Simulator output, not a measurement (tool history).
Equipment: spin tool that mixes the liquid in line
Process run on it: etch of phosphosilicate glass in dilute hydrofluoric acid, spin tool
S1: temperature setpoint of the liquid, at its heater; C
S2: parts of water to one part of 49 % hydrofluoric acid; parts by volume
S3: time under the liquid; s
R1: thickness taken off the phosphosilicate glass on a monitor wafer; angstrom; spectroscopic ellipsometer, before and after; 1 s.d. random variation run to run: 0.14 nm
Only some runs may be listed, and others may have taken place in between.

| run | hour | S1 | S2 | S3 | R1 |
|---|---|---|---|---|---|
| 1 | 0 | 23 | 75 | 15 | 162.13 |
| 2 | 8.5 | 23 | 95 | 15 | 124.31 |
| 3 | 14.4 | 23.5 | 95 | 15 | 127.86 |
| 4 | 20.1 | 23.5 | 95 | 15 | 127.91 |
| 5 | 21.5 | 23.5 | 95 | 15 | 129.07 |
| 6 | 28.9 | 21 | 95 | 15 | 114.74 |
| 7 | 35.3 | 21.5 | 95 | 15 | 118.03 |

Run 8 comes next. What will it give?
| 8 | 43.1 | 22 | 95 | 15 | ? |

R1: 120.06 angstrom
